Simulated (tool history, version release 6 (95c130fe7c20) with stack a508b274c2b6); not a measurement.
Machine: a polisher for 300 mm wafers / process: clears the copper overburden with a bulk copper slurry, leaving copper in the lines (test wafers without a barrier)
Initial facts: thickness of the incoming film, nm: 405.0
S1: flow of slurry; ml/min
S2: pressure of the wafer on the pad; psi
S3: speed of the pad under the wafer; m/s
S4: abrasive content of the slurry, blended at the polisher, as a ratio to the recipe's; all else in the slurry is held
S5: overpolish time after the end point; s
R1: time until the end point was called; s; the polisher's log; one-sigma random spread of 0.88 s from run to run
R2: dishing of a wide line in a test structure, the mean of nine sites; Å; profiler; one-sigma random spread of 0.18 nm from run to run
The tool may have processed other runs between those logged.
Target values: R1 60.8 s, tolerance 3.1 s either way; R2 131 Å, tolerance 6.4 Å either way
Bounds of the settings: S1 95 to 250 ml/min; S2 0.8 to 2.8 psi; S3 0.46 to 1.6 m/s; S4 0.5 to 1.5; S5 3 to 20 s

run 1 hour=0 | S1=160 S2=1.8 S3=1.02 S4=1 S5=10 | R1=72.963 R2=304.43
run 2 hour=4.9 | S1=160 S2=1.8 S3=1.2 S4=1 S5=10 | R1=63.318 R2=337.96
run 3 hour=11.4 | S1=140 S2=1.8 S3=1.2 S4=1 S5=10 | R1=66.912 R2=332.53
run 4 hour=16.3 | S1=155 S2=1.6 S3=1.22 S4=1.05 S5=9 | R1=70.449 R2=285.09
run 5 hour=18.4 | S1=155 S2=1.6 S3=1.22 S4=1.05 S5=5 | R1=70.27 R2=177.49
run 6 hour=22.6 | S1=155 S2=1.8 S3=1.22 S4=1.05 S5=5 | R1=62.314 R2=193.97
run 7 hour=30.6 | S1=170 S2=1.7 S3=1.2 S4=1.1 S5=5 | R1=68.487 R2=185.74
run 8 hour=35.6 | S1=125 S2=1.7 S3=1.26 S4=0.85 S5=3 | R1=68.815 R2=118.37

Below are 4 possible settings for the next run. Only one of them brings all results inside the allowed miss of their targets. Which is it?
run A hour=40.6 | S1=130 S2=1.9 S3=0.98 S4=1.05 S5=3 | R1=? R2=?
run B hour=40.6 | S1=115 S2=1.9 S3=1.26 S4=1 S5=3 | R1=? R2=?
run C hour=40.6 | S1=135 S2=1.5 S3=1.16 S4=0.85 S5=4 | R1=? R2=?
run D hour=40.6 | S1=100 S2=1.5 S3=1.24 S4=1.2 S5=3 | R1=? R2=?

move=A R1=74.002 R2=106.64
move=B R1=60.194 R2=128.83
move=C R1=82.183 R2=125.18
move=D R1=75.738 R2=103.76
A: lands further from the targets than the last run did
B: all results in spec
C: lands further from the targets than the last run did
D: lands further from the targets than the last run did
The move that meets every target is B.

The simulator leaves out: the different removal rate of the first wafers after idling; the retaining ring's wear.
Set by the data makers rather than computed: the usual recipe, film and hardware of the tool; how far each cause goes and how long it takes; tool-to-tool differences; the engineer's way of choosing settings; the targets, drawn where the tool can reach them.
